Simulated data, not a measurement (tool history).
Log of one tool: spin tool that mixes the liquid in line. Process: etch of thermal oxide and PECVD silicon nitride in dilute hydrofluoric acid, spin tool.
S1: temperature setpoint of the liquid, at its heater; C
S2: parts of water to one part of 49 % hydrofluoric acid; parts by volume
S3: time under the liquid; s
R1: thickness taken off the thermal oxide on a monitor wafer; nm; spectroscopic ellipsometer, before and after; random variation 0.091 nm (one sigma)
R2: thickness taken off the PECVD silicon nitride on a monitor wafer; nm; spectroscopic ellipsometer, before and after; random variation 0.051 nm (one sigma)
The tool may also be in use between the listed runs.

run	hour	S1	S2	S3	R1	R2
1	0	23	95	180	8.5716	9.4774
2	2.5	22.5	90	175	8.728	9.3991
3	4.4	22	85	170	8.6347	9.3241
4	9.5	20.5	85	170	8.1858	8.3105
5	13.3	20.5	80	170	8.7661	8.9198
6	20.6	20.5	50	170	14.77	14.016

Forecast run 7:
7	25.8	20	60	175	?	?

{"run 7": {"R1": 12.06, "R2": 11.697}}
